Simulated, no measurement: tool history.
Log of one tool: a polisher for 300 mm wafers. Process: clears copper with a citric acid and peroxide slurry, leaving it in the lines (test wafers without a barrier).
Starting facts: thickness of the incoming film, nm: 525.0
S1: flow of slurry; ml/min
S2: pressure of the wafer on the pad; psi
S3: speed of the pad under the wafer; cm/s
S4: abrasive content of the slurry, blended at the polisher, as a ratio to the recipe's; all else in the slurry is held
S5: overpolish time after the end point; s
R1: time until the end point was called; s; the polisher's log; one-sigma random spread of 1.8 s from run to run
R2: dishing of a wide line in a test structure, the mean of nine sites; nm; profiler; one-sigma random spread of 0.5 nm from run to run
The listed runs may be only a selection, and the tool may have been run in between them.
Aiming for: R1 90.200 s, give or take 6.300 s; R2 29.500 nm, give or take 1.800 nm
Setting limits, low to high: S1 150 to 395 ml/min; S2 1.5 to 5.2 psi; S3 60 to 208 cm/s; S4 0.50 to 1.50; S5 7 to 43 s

Run 1, day 0.000: S1 250 ml/min, S2 3.3 psi, S3 134 cm/s, S4 1.00, S5 22 s. Result: R1 134.640 s, R2 28.946 nm.
Run 2, day 0.125: S1 250 ml/min, S2 3.3 psi, S3 106 cm/s, S4 1.00, S5 22 s. Result: R1 167.330 s, R2 26.253 nm.
Run 3, day 0.496: S1 250 ml/min, S2 3.3 psi, S3 130 cm/s, S4 1.00, S5 22 s. Result: R1 140.940 s, R2 28.628 nm.
Run 4, day 0.525: S1 250 ml/min, S2 3.5 psi, S3 130 cm/s, S4 1.00, S5 21 s. Result: R1 134.620 s, R2 28.326 nm.
Run 5, day 0.754: S1 270 ml/min, S2 3.5 psi, S3 130 cm/s, S4 1.00, S5 21 s. Result: R1 135.270 s, R2 28.883 nm.
Run 6, day 1.000: S1 270 ml/min, S2 3.5 psi, S3 130 cm/s, S4 0.80, S5 21 s. Result: R1 134.510 s, R2 27.436 nm.
Run 7, day 1.058: S1 270 ml/min, S2 3.7 psi, S3 132 cm/s, S4 0.80, S5 20 s. Result: R1 125.660 s, R2 28.496 nm.
Run 8, day 1.375: S1 270 ml/min, S2 3.8 psi, S3 134 cm/s, S4 0.80, S5 19 s. Result: R1 117.470 s, R2 28.574 nm.
Run 9, day 1.446: S1 270 ml/min, S2 3.9 psi, S3 134 cm/s, S4 0.80, S5 18 s. Result: R1 120.160 s, R2 28.109 nm.
Run 10, day 1.708: S1 270 ml/min, S2 4.9 psi, S3 144 cm/s, S4 0.80, S5 13 s. Result: R1 90.697 s, R2 27.623 nm.

Next run, 5 choices. One meets every target within its allowed miss, the rest don't. Which?
Run A, day 1.971: S1 360 ml/min, S2 5.0 psi, S3 160 cm/s, S4 0.70, S5 14 s. Result: R1 ?, R2 ?.
Run B, day 1.971: S1 255 ml/min, S2 4.8 psi, S3 150 cm/s, S4 0.75, S5 35 s. Result: R1 ?, R2 ?.
Run C, day 1.971: S1 305 ml/min, S2 5.1 psi, S3 144 cm/s, S4 0.65, S5 16 s. Result: R1 ?, R2 ?.
Run D, day 1.971: S1 355 ml/min, S2 4.9 psi, S3 176 cm/s, S4 0.85, S5 12 s. Result: R1 ?, R2 ?.
Run E, day 1.971: S1 355 ml/min, S2 4.4 psi, S3 140 cm/s, S4 0.65, S5 17 s. Result: R1 ?, R2 ?.

move       R1      R2
   A   79.575  29.017
   B   89.563  33.228
   C   88.498  29.300
   D   72.138  28.457
   E  102.320  28.395
A: the furthest-off result lands on target, but another misses its tolerance
B: takes the biggest miss from the last run beyond its target
C: every result lands within tolerance
D: the furthest-off result lands on target, but another misses its tolerance
E: the furthest-off result lands on target, but another misses its tolerance
Go with C: it meets all targets.
